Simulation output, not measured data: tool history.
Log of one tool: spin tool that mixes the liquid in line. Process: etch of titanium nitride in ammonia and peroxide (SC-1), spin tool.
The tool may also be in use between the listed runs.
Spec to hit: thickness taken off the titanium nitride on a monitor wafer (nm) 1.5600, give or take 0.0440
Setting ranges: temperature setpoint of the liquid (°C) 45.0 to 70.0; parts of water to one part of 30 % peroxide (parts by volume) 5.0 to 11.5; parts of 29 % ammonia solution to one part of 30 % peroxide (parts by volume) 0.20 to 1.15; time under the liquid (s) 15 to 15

run  hour  temperature setpoint of the liquid (°C)  parts of water to one part of 30 % peroxide (parts by volume)  parts of 29 % ammonia solution to one part of 30 % peroxide (parts by volume)  time under the liquid (s)  thickness taken off the titanium nitride on a monitor wafer (nm)
  1   0.0                                     61.0                                                            6.5                                                                           0.65                         15                                                            2.7170
  2   0.9                                     61.0                                                            6.5                                                                           0.65                         15                                                            2.6975
  3   7.4                                     61.0                                                            6.5                                                                           0.45                         15                                                            2.5608
  4   8.2                                     58.5                                                            6.5                                                                           0.45                         15                                                            2.1860
  5  12.8                                     57.0                                                            6.5                                                                           0.45                         15                                                            1.9861
  6  18.9                                     57.0                                                            6.5                                                                           0.45                         15                                                            1.9889
  7  26.3                                     56.0                                                            6.5                                                                           0.45                         15                                                            1.8475
  8  35.2                                     55.0                                                            6.5                                                                           0.45                         15                                                            1.7357
  9  43.7                                     55.0                                                            6.5                                                                           0.45                         15                                                            1.7517
 10  46.5                                     53.0                                                            6.5                                                                           0.45                         15                                                            1.4939

Of the 5 settings listed for the next run, only one would bring every result within its allowed miss of target. Which one?
  A  49.3                                     51.0                                                            5.5                                                                           0.45                         15                                                                 ?
  B  49.3                                     54.0                                                            9.0                                                                           0.50                         15                                                                 ?
  C  49.3                                     53.5                                                            8.0                                                                           0.45                         15                                                                 ?
  D  49.3                                     51.5                                                            6.5                                                                           0.60                         15                                                                 ?
  E  49.3                                     53.5                                                            7.0                                                                           0.60                         15                                                                 ?

move  thickness taken off the titanium nitride on a monitor wafer (nm)
   A                                                            1.4289
   B                                                            1.3990
   C                                                            1.4103
   D                                                            1.4297
   E                                                            1.5819
A: moves away from the targets compared with the last run
B: moves away from the targets compared with the last run
C: moves away from the targets compared with the last run
D: moves away from the targets compared with the last run
E: all results land within tolerance of their targets
E meets every target.
